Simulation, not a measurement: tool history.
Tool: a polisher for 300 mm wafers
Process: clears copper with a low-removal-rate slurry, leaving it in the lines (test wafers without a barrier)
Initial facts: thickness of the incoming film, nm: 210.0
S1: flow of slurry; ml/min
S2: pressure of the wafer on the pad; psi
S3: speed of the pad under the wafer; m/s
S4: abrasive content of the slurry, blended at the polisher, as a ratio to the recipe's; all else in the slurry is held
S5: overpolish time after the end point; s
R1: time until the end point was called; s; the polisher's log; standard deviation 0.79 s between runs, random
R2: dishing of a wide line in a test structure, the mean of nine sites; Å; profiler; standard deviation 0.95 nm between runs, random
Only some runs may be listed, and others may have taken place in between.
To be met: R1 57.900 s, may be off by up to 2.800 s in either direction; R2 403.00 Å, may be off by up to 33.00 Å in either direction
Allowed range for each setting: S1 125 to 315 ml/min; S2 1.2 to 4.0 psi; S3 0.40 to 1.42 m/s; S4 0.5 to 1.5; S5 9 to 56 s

run	hour	S1	S2	S3	S4	S5	R1	R2
1	0.0	205	2.6	0.90	1.0	29	77.460	566.78
2	1.5	205	2.6	0.90	0.9	29	80.410	540.68
3	6.4	205	2.3	0.90	0.9	29	89.477	491.28
4	12.4	205	2.3	0.98	0.9	29	82.598	529.41
5	16.2	205	2.5	0.98	0.9	25	74.898	490.62
6	18.1	205	2.6	0.98	0.9	23	72.795	486.29
7	26.9	205	2.7	0.98	0.9	20	70.634	417.19
8	35.4	205	2.8	0.98	0.9	19	69.339	417.78
9	41.2	205	2.9	0.98	0.9	18	65.387	418.22
10	47.0	210	3.2	0.98	0.9	13	58.951	357.47

Exercise: of the 4 proposed moves below, exactly one satisfies all targets within the stated allowed misses. Which move is it?
A	52.8	230	3.5	0.86	0.7	14	?	?
B	52.8	175	3.3	0.90	0.8	17	?	?
C	52.8	290	2.9	1.12	0.7	11	?	?
D	52.8	155	3.4	1.10	0.6	14	?	?

move	R1	R2
A	65.028	357.22
B	66.571	413.97
C	58.831	312.27
D	57.981	394.83
A: misses by more than the last run did
B: meets the target for the result that was furthest off, but another lies outside its allowed miss
C: misses by more than the last run did
D: every result within its allowed miss
Move D is the one to make.
